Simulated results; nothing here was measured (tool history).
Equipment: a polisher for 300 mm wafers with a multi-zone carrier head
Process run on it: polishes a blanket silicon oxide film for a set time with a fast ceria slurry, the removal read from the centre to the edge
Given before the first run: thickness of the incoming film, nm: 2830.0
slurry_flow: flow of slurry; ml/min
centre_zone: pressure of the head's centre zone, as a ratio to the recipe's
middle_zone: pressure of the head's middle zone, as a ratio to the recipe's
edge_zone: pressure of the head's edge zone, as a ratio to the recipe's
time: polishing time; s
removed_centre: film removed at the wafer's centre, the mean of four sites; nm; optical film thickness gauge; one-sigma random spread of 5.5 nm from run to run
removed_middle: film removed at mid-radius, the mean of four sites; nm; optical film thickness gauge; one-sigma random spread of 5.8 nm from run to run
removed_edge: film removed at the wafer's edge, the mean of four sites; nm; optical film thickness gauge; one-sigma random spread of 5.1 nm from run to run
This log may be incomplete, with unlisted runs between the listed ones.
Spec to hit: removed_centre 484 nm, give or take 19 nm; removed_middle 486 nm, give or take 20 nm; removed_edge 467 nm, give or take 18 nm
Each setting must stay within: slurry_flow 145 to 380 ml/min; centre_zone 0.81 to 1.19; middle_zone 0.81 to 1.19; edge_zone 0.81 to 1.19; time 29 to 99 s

run,hour,slurry_flow,centre_zone,middle_zone,edge_zone,time,removed_centre,removed_middle,removed_edge
1,0,245,1,1,1,64,841.57,839.59,821.44
2,5.9,245,1,1,1,58,752.96,776.92,751.11
3,8.1,245,1,1,0.94,58,760.53,787.58,732.25
4,10.9,240,1,0.97,0.92,49,634.87,637.19,598.24
5,16.8,195,1,0.97,0.92,49,635.45,624.68,598.33
6,23.6,195,1,0.97,0.86,49,622.87,639.41,585.26
7,28.4,195,0.97,0.91,0.86,32,388.76,385.32,382.04
8,35.6,190,0.99,0.96,0.91,32,411.69,408.01,387.84
9,40.9,190,0.99,0.97,0.93,34,427.91,431.59,414.44
10,46.2,190,1,0.99,0.96,35,449.56,457.27,434.62

Below are 5 possible settings for the next run. Only one of them brings all results inside the allowed miss of their targets. Which is it?
A,51.5,260,0.97,0.95,1.07,38,?,?,?
B,51.5,160,1.09,1.14,0.83,35,?,?,?
C,51.5,155,0.98,0.95,0.9,39,?,?,?
D,51.5,230,0.98,1.09,0.94,38,?,?,?
E,51.5,200,0.89,0.95,1.03,39,?,?,?

move,removed_centre,removed_middle,removed_edge
A,485.11,496.32,514.44
B,478.53,510.07,405.59
C,476.68,485.51,468.82
D,484.88,551.76,478.43
E,444.77,497.86,509.08
A: the furthest-off result lands on target, but another misses its tolerance
B: the furthest-off result lands on target, but another misses its tolerance
C: hits every target within its allowed miss
D: the furthest-off result lands on target, but another misses its tolerance
E: misses by more than the last run did
The move that meets every target is C.
